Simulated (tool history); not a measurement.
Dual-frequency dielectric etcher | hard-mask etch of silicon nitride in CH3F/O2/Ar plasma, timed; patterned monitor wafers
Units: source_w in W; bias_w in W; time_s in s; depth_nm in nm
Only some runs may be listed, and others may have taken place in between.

run,day,source_w,bias_w,time_s,depth_nm
1,0,550,70,200,155.51
2,0.233,460,70,200,139.92
3,0.321,460,81,200,148.23
4,0.671,460,81,209.5,154.85
5,1.012,430,79,209,146.27
6,1.038,410,79,209,143.21

What does the tool deliver on the next run?
7,1.142,410,79,209,?

Run 7 measured depth_nm 141.77 nm.
